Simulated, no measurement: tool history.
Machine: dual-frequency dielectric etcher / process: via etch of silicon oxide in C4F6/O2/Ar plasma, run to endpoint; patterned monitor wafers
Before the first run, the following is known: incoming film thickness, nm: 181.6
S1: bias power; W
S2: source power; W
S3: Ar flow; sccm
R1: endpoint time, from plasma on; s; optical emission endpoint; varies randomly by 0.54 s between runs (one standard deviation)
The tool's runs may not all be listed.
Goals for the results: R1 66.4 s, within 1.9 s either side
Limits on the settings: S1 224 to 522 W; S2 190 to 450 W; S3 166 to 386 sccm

| run | hour | S1 | S2 | S3 | R1 |
|---|---|---|---|---|---|
| 1 | 0 | 373 | 320 | 276 | 50.354 |
| 2 | 7.5 | 358 | 310 | 279 | 52.777 |
| 3 | 15.5 | 346 | 300 | 280 | 54.823 |
| 4 | 18.5 | 335 | 300 | 280 | 55.133 |
| 5 | 19.5 | 335 | 300 | 318 | 55.082 |
| 6 | 23 | 325 | 300 | 318 | 56.267 |
| 7 | 24.3 | 316 | 300 | 318 | 57.607 |
| 8 | 28.9 | 242 | 260 | 329 | 68.838 |

Exactly one of the 5 candidate moves below puts every result within its allowed miss. Which one?
| A | 33.5 | 225 | 260 | 332 | ? |
| B | 33.5 | 224 | 260 | 386 | ? |
| C | 33.5 | 224 | 260 | 329 | ? |
| D | 33.5 | 263 | 260 | 376 | ? |
| E | 33.5 | 224 | 250 | 265 | ? |

| move | R1 |
|---|---|
| A | 69.84 |
| B | 71.132 |
| C | 69.89 |
| D | 66.629 |
| E | 69.771 |
A: lands further from the targets than the last run did
B: lands further from the targets than the last run did
C: lands further from the targets than the last run did
D: all results in spec
E: lands further from the targets than the last run did
D is the move that brings every result within its allowed miss.
